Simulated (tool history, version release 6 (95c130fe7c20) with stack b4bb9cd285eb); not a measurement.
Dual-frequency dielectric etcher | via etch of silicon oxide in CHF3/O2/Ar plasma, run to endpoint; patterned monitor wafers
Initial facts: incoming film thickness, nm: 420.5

run,hour,source power (kW),bias power (kW),endpoint time (s)
1,0.0,0.680,0.155,211.51
2,2.0,0.680,0.138,226.01
3,3.1,0.680,0.165,205.23
4,6.7,0.680,0.142,221.72
5,9.4,0.570,0.142,237.65
6,15.9,0.670,0.151,214.97
7,19.8,0.740,0.156,203.47

Run 8, settings as shown, results not yet in. Your forecast:
8,22.5,0.800,0.161,?

Run 8 came out at endpoint time (s) 193.81.

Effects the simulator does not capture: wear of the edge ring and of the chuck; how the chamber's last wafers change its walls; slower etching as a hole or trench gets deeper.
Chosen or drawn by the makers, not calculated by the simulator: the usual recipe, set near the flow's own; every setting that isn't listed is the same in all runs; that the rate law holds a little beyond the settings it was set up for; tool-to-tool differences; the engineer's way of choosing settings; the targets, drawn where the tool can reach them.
